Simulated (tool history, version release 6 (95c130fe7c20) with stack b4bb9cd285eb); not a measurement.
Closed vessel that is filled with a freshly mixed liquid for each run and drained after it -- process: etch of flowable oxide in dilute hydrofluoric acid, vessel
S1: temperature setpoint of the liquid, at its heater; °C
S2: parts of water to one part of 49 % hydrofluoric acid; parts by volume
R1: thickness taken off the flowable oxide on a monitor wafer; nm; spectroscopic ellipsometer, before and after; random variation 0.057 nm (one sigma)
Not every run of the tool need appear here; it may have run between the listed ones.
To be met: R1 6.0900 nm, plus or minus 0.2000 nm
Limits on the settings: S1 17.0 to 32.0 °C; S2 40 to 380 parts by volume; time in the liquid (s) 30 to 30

{"run": 1, "day": 0.0, "S1": 24.0, "S2": 210, "time in the liquid (s)": 30, "R1": 7.2935}
{"run": 2, "day": 0.075, "S1": 24.0, "S2": 210, "time in the liquid (s)": 30, "R1": 7.2554}
{"run": 3, "day": 0.104, "S1": 25.5, "S2": 210, "time in the liquid (s)": 30, "R1": 7.6393}
{"run": 4, "day": 0.458, "S1": 25.0, "S2": 210, "time in the liquid (s)": 30, "R1": 7.5587}
{"run": 5, "day": 0.504, "S1": 25.0, "S2": 180, "time in the liquid (s)": 30, "R1": 9.2569}
{"run": 6, "day": 0.742, "S1": 24.0, "S2": 185, "time in the liquid (s)": 30, "R1": 8.4233}
{"run": 7, "day": 0.967, "S1": 23.5, "S2": 185, "time in the liquid (s)": 30, "R1": 8.1743}
{"run": 8, "day": 1.05, "S1": 23.0, "S2": 185, "time in the liquid (s)": 30, "R1": 8.202}
{"run": 9, "day": 1.112, "S1": 19.0, "S2": 215, "time in the liquid (s)": 30, "R1": 5.8009}

Which one of the following 4 next-run settings gets every result inside its allowed miss? There is exactly one.
{"run": "A", "day": 1.175, "S1": 17.0, "S2": 195, "time in the liquid (s)": 30, "R1": "?"}
{"run": "B", "day": 1.175, "S1": 18.0, "S2": 215, "time in the liquid (s)": 30, "R1": "?"}
{"run": "C", "day": 1.175, "S1": 17.0, "S2": 210, "time in the liquid (s)": 30, "R1": "?"}
{"run": "D", "day": 1.175, "S1": 17.0, "S2": 205, "time in the liquid (s)": 30, "R1": "?"}

move=A R1=6.1740
move=B R1=5.7192
move=C R1=5.6550
move=D R1=5.8193
A: all results land within tolerance of their targets
B: lands further from the targets than the last run did
C: lands further from the targets than the last run did
D: better than the last run, though not everything is in spec
A is the move that brings every result within its allowed miss.
